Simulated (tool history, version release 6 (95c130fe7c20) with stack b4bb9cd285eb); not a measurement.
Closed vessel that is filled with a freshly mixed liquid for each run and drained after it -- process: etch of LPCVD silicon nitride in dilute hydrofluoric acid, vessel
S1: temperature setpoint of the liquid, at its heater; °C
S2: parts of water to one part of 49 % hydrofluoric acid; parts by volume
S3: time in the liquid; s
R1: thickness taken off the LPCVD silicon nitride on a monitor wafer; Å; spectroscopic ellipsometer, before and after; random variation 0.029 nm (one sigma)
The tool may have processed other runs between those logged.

run,day,S1,S2,S3,R1
1,0,25,240,660,17.14
2,0.121,26.5,215,660,21.089
3,0.471,26.5,215,660,21.115
4,0.692,26.5,215,660,21.254
5,0.829,26.5,295,660,15.201
6,1.167,24.5,295,660,13.502
7,1.283,26,260,660,16.793
8,1.621,27.5,230,660,20.76
9,1.904,28.5,205,660,24.974
10,2.033,28.5,205,660,24.689
11,2.188,29.5,190,660,28.719
12,2.262,30,180,660,30.727
13,2.288,33,120,660,56.589

The next listed run, before its measurement:
14,2.317,32.5,120,660,?

Run 14 came out at R1 54.971 Å.
